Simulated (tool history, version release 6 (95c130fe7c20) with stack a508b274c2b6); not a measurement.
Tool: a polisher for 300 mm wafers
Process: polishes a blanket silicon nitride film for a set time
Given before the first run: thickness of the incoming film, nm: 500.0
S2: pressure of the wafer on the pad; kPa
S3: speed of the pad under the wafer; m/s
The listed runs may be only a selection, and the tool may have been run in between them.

Run 1, hour 0.0: flow of slurry (ml/min) 280, S2 33.8 kPa, S3 0.94 m/s, polishing time (s) 60. Result: film removed (Å) 1086.4.
Run 2, hour 4.2: flow of slurry (ml/min) 235, S2 33.8 kPa, S3 0.94 m/s, polishing time (s) 60. Result: film removed (Å) 1088.7.
Run 3, hour 12.1: flow of slurry (ml/min) 235, S2 35.2 kPa, S3 0.94 m/s, polishing time (s) 60. Result: film removed (Å) 1107.9.
Run 4, hour 17.2: flow of slurry (ml/min) 235, S2 35.2 kPa, S3 1.16 m/s, polishing time (s) 60. Result: film removed (Å) 1252.2.
Run 5, hour 24.3: flow of slurry (ml/min) 235, S2 35.2 kPa, S3 1.16 m/s, polishing time (s) 60. Result: film removed (Å) 1245.7.
Run 6, hour 28.6: flow of slurry (ml/min) 235, S2 29.0 kPa, S3 1.16 m/s, polishing time (s) 60. Result: film removed (Å) 1102.2.
Run 7, hour 32.9: flow of slurry (ml/min) 235, S2 30.3 kPa, S3 1.16 m/s, polishing time (s) 60. Result: film removed (Å) 1141.1.
Run 8, hour 35.1: flow of slurry (ml/min) 235, S2 31.7 kPa, S3 1.16 m/s, polishing time (s) 60. Result: film removed (Å) 1170.9.

The next listed run, before its measurement:
Run 9, hour 37.2: flow of slurry (ml/min) 235, S2 33.1 kPa, S3 1.16 m/s, polishing time (s) 60. Result: film removed (Å) ?.

Run 9 gave film removed (Å) 1210.9.
